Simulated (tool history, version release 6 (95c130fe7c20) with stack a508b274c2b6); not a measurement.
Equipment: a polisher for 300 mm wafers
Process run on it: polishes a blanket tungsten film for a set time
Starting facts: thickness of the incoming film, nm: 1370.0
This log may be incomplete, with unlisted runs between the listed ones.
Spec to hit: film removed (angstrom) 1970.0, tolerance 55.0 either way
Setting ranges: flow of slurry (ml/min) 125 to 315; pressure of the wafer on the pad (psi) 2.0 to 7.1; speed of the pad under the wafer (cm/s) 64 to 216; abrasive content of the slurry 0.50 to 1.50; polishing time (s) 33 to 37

run,hour,flow of slurry (ml/min),pressure of the wafer on the pad (psi),speed of the pad under the wafer (cm/s),abrasive content of the slurry,polishing time (s),film removed (angstrom)
1,0.0,205,4.5,140,1.00,37,2241.2
2,2.3,205,5.3,140,1.00,37,2637.5
3,5.5,160,5.3,140,1.00,37,2499.0
4,14.4,160,5.9,140,1.00,37,2762.2
5,19.2,155,5.5,140,1.00,37,2596.6
6,24.7,185,5.5,140,1.00,37,2687.1
# hour 26.3: worn pad replaced by a new one
7,26.3,150,4.2,138,1.00,37,2203.2
8,35.1,150,4.0,138,1.00,37,2075.7
9,40.2,150,3.9,138,1.00,37,2019.9

Which single option among these 4 for the next run brings every result within its allowed miss of target? Just one does.
A,45.3,165,2.9,180,0.95,37,?
B,45.3,180,4.1,126,1.05,37,?
C,45.3,170,4.3,140,0.75,37,?
D,45.3,145,5.3,114,0.80,37,?

move,film removed (angstrom)
A,1993.6
B,2067.6
C,2094.3
D,2094.6
A: all results land within tolerance of their targets
B: lands further from the targets than the last run did
C: lands further from the targets than the last run did
D: lands further from the targets than the last run did
Answer: A
